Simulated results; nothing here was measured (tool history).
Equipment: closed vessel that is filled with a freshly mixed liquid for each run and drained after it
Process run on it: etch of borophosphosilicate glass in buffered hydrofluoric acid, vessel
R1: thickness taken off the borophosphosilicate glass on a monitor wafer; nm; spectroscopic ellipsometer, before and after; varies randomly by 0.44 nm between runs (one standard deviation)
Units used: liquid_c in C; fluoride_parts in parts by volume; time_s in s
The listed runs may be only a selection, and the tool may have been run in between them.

{"run": 1, "hour": 0.0, "liquid_c": 22.0, "fluoride_parts": 23.0, "time_s": 30, "R1": 24.405}
{"run": 2, "hour": 3.1, "liquid_c": 19.0, "fluoride_parts": 23.0, "time_s": 30, "R1": 21.151}
{"run": 3, "hour": 9.6, "liquid_c": 22.0, "fluoride_parts": 23.0, "time_s": 30, "R1": 24.864}
{"run": 4, "hour": 12.5, "liquid_c": 22.0, "fluoride_parts": 23.0, "time_s": 30, "R1": 25.028}
{"run": 5, "hour": 16.5, "liquid_c": 22.0, "fluoride_parts": 23.0, "time_s": 30, "R1": 24.694}
{"run": 6, "hour": 22.0, "liquid_c": 23.0, "fluoride_parts": 22.0, "time_s": 30, "R1": 26.523}

Run 7 comes next. What will it give?
{"run": 7, "hour": 25.4, "liquid_c": 23.5, "fluoride_parts": 21.0, "time_s": 30, "R1": "?"}

Run 7 came out at R1 28.065 nm.
